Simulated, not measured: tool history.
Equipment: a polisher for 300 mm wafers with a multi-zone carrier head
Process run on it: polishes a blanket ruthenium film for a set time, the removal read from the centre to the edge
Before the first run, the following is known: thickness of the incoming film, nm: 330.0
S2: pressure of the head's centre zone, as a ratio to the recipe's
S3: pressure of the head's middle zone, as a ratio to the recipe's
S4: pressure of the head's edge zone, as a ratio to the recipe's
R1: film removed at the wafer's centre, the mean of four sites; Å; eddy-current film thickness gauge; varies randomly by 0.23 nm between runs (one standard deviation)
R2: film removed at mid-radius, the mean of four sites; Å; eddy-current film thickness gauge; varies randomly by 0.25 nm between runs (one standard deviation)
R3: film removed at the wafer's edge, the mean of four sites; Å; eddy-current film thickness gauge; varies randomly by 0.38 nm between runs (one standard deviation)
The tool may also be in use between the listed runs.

Run 1, day 0: flow of slurry (ml/min) 270, S2 1, S3 1, S4 1, polishing time (s) 34. Result: R1 583.08 Å, R2 575.02 Å, R3 542.91 Å.
Run 2, day 0.225: flow of slurry (ml/min) 265, S2 0.99, S3 0.97, S4 0.99, polishing time (s) 31. Result: R1 528.23 Å, R2 512.02 Å, R3 494.74 Å.
Run 3, day 0.25: flow of slurry (ml/min) 195, S2 0.99, S3 0.97, S4 0.99, polishing time (s) 31. Result: R1 509.29 Å, R2 492.13 Å, R3 482.33 Å.
Run 4, day 0.475: flow of slurry (ml/min) 190, S2 0.98, S3 0.95, S4 0.98, polishing time (s) 29. Result: R1 473.11 Å, R2 448.12 Å, R3 447.01 Å.
Run 5, day 0.812: flow of slurry (ml/min) 190, S2 0.93, S3 0.95, S4 0.98, polishing time (s) 29. Result: R1 449.22 Å, R2 451.33 Å, R3 443.96 Å.
Run 6, day 1.162: flow of slurry (ml/min) 190, S2 0.93, S3 0.95, S4 0.98, polishing time (s) 34. Result: R1 527.23 Å, R2 520.09 Å, R3 528.12 Å.
Run 7, day 1.483: flow of slurry (ml/min) 185, S2 0.93, S3 0.93, S4 0.97, polishing time (s) 32. Result: R1 494.22 Å, R2 478.69 Å, R3 494.36 Å.
Run 8, day 1.792: flow of slurry (ml/min) 185, S2 0.93, S3 0.91, S4 0.96, polishing time (s) 30. Result: R1 470.54 Å, R2 445.23 Å, R3 453.9 Å.
At day 2.05: edge zone pressure recalibrated.
Run 9, day 2.05: flow of slurry (ml/min) 180, S2 0.93, S3 0.9, S4 0.96, polishing time (s) 28. Result: R1 433.54 Å, R2 406.68 Å, R3 443.17 Å.
Run 10, day 2.096: flow of slurry (ml/min) 255, S2 1, S3 0.9, S4 0.86, polishing time (s) 18. Result: R1 309.82 Å, R2 275.82 Å, R3 277.39 Å.
Run 11, day 2.25: flow of slurry (ml/min) 255, S2 1, S3 0.9, S4 0.86, polishing time (s) 18. Result: R1 306.03 Å, R2 273.97 Å, R3 277.26 Å.
Run 12, day 2.433: flow of slurry (ml/min) 255, S2 1, S3 0.9, S4 0.88, polishing time (s) 18. Result: R1 308.28 Å, R2 277.81 Å, R3 280.42 Å.

Forecast run 13:
Run 13, day 2.775: flow of slurry (ml/min) 255, S2 1, S3 0.9, S4 0.9, polishing time (s) 18. Result: R1 ?, R2 ?, R3 ?.

{"run 13": {"R1": 310.25, "R2": 276.64, "R3": 283.65}}
